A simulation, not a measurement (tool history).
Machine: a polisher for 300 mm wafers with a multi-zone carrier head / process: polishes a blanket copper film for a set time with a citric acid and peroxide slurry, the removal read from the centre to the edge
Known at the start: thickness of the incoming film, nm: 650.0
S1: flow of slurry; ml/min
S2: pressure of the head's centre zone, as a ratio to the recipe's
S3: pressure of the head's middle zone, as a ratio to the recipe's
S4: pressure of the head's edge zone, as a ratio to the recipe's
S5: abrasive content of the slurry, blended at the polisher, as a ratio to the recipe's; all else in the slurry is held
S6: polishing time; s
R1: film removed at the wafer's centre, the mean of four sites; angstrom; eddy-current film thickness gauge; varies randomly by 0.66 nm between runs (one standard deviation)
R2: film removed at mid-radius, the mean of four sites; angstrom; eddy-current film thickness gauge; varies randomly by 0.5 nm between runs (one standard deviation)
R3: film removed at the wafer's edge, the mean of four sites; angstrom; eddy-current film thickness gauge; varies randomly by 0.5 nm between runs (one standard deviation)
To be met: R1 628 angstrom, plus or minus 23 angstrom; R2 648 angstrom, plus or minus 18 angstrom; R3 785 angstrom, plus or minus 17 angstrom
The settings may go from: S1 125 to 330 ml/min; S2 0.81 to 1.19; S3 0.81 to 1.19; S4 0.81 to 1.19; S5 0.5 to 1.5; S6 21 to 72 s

run 1 hour=0 | S1=210 S2=1 S3=1 S4=1 S5=1 S6=46 | R1=1189.3 R2=1156 R3=1178.8
run 2 hour=6.3 | S1=210 S2=1 S3=1 S4=1 S5=1 S6=40 | R1=1027.2 R2=1000.6 R3=1019.2
run 3 hour=12.6 | S1=195 S2=0.95 S3=0.96 S4=1 S5=0.85 S6=39 | R1=914.71 R2=914.43 R3=965.06
run 4 hour=17.9 | S1=180 S2=0.92 S3=0.92 S4=1 S5=0.75 S6=38 | R1=855.14 R2=828.86 R3=919.44
run 5 hour=26.4 | S1=170 S2=0.89 S3=0.91 S4=1.02 S5=0.7 S6=37 | R1=790.88 R2=788.44 R3=885.55
run 6 hour=29.7 | S1=205 S2=0.89 S3=0.91 S4=1.02 S5=0.7 S6=37 | R1=812.09 R2=796.68 R3=904.02
run 7 hour=36.1 | S1=190 S2=0.87 S3=0.9 S4=1.03 S5=0.65 S6=36 | R1=751.4 R2=770.75 R3=864.16
run 8 hour=37.9 | S1=180 S2=0.85 S3=0.88 S4=1.04 S5=0.6 S6=35 | R1=701.73 R2=712.17 R3=837.6
run 9 hour=45.2 | S1=180 S2=0.85 S3=0.88 S4=1.04 S5=0.6 S6=35 | R1=706.18 R2=710.44 R3=831.6
run 10 hour=47.1 | S1=130 S2=0.81 S3=0.85 S4=1.05 S5=0.5 S6=34 | R1=598.51 R2=626.98 R3=767.19

Which single option among these 5 for the next run brings every result within its allowed miss of target? Just one does.
run A hour=49 | S1=125 S2=0.81 S3=0.81 S4=1.1 S5=0.5 S6=34 | R1=? R2=? R3=?
run B hour=49 | S1=125 S2=0.9 S3=0.82 S4=0.99 S5=0.5 S6=34 | R1=? R2=? R3=?
run C hour=49 | S1=140 S2=0.91 S3=0.82 S4=1.05 S5=0.55 S6=33 | R1=? R2=? R3=?
run D hour=49 | S1=125 S2=0.81 S3=0.85 S4=1.08 S5=0.5 S6=33 | R1=? R2=? R3=?
run E hour=49 | S1=130 S2=0.87 S3=0.91 S4=1.16 S5=0.5 S6=33 | R1=? R2=? R3=?

move=A R1=593.82 R2=592.02 R3=781.37
move=B R1=655.54 R2=597.8 R3=741.71
move=C R1=665.26 R2=598.83 R3=760.52
move=D R1=576.52 R2=597.73 R3=751.01
move=E R1=621.46 R2=636.45 R3=782.05
A: the biggest miss grows against the last run
B: the result that was furthest off in the last run now lies on the other side of its target
C: the result that was furthest off in the last run now lies on the other side of its target
D: the biggest miss grows against the last run
E: all results land within tolerance of their targets
The right move is E.

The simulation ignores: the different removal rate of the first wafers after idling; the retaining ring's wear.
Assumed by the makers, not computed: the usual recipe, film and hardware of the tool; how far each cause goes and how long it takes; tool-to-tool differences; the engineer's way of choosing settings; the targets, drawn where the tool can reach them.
